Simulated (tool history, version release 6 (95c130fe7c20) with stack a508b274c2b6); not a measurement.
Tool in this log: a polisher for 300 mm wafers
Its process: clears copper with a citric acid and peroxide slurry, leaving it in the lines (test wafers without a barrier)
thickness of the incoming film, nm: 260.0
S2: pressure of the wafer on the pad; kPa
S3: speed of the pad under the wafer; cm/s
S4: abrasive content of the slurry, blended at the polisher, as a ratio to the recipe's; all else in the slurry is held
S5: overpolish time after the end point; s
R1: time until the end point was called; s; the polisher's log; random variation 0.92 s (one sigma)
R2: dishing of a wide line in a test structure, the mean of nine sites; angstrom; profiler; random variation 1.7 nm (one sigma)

Run 1, hour 0.0: flow of slurry (ml/min) 260, S2 21.4 kPa, S3 112 cm/s, S4 1.0, S5 29 s. Result: R1 109.210 s, R2 467.29 angstrom.
Run 2, hour 6.0: flow of slurry (ml/min) 260, S2 23.4 kPa, S3 112 cm/s, S4 1.0, S5 31 s. Result: R1 103.810 s, R2 532.36 angstrom.
Run 3, hour 11.2: flow of slurry (ml/min) 260, S2 25.5 kPa, S3 114 cm/s, S4 1.0, S5 32 s. Result: R1 93.259 s, R2 593.03 angstrom.
Run 4, hour 13.1: flow of slurry (ml/min) 260, S2 26.9 kPa, S3 116 cm/s, S4 1.0, S5 33 s. Result: R1 88.520 s, R2 635.97 angstrom.
Run 5, hour 18.0: flow of slurry (ml/min) 260, S2 24.1 kPa, S3 116 cm/s, S4 1.0, S5 33 s. Result: R1 94.769 s, R2 591.15 angstrom.
Run 6, hour 22.2: flow of slurry (ml/min) 260, S2 25.5 kPa, S3 118 cm/s, S4 1.0, S5 34 s. Result: R1 89.991 s, R2 660.43 angstrom.

Predict the results of run 7:
Run 7, hour 29.3: flow of slurry (ml/min) 260, S2 26.9 kPa, S3 120 cm/s, S4 1.0, S5 34 s. Result: R1 ?, R2 ?.

R1: 83.820 s
R2: 669.01 angstrom

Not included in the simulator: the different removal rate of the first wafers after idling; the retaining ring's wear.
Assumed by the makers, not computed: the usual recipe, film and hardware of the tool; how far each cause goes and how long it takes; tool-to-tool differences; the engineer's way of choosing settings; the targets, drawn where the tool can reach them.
